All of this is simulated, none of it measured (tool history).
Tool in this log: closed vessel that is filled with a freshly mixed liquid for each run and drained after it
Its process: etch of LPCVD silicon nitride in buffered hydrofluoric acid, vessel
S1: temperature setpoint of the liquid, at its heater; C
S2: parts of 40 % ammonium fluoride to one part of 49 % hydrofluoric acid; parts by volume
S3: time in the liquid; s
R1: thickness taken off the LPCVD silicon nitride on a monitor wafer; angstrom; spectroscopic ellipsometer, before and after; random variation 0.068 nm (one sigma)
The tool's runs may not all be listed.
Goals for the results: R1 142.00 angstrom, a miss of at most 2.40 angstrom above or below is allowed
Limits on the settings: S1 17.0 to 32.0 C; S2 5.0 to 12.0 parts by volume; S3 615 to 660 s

run  hour    S1   S2   S3      R1
  1   0.0  25.0  7.0  615  125.55
  2   8.9  25.5  7.0  615  128.32
  3  12.9  23.0  7.0  615  111.96
  4  17.7  24.0  7.0  615  118.22
  5  19.7  24.0  7.0  615  118.37
  6  25.6  24.0  7.0  660  127.51
  7  32.9  24.5  7.0  660  130.36
  8  38.2  25.0  7.0  660  134.71
     46.8  -- thermometer replaced
  9  46.8  25.5  7.0  660  127.95
 10  50.3  29.5  7.0  660  156.66
 11  54.7  29.0  7.0  660  153.70

Which of these 5 next moves meets every target?
  A  59.1  27.5  7.0  660   ?
  B  59.1  28.0  5.5  625   ?
  C  59.1  29.0  6.5  615   ?
  D  59.1  28.0  7.0  625   ?
  E  59.1  28.0  6.0  645   ?

move      R1
   A  140.61
   B  168.18
   C  151.26
   D  136.73
   E  161.25
A: in spec on every target
B: lands further from the targets than the last run did
C: moves toward the targets from the last run without getting all of them in spec
D: the result that was furthest off in the last run now lies on the other side of its target
E: lands further from the targets than the last run did
Correct choice: A, which meets every target

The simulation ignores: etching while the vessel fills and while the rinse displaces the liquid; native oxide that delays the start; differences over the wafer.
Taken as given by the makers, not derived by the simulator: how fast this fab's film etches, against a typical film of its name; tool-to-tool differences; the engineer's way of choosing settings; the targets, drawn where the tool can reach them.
